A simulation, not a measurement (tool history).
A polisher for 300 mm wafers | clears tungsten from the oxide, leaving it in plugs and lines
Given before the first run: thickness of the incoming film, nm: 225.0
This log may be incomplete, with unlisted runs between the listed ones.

run,hour,flow of slurry (ml/min),pressure of the wafer on the pad (psi),speed of the pad under the wafer (m/s),abrasive content of the slurry,overpolish time after the end point (s),time until the end point was called (s)
1,0,130,2.4,0.9,1,12,90.239
2,5.2,130,2.7,0.9,1,12,80.402
3,12.3,140,2.7,0.9,1,12,81.532
4,19.5,140,2.4,0.86,1,12,93.999
5,25.2,140,2.1,0.84,1,12,107.51
6,31.5,140,2.1,0.84,1,12,105.89
7,36.6,140,1.9,0.82,1,12,123.16
8,44.1,140,1.8,0.82,1,12,129.27
9,44.9,135,1.7,0.82,1,12,135.34
10,51.2,135,1.7,0.82,1,12,133.31
11,59.8,120,1.2,0.8,1,12,199.51
12,66.2,130,1.2,0.8,1,12,199.27

Run 13 is up next; what results do you expect?
13,70.7,140,1.2,0.8,1,12,?

time until the end point was called (s): 193.36
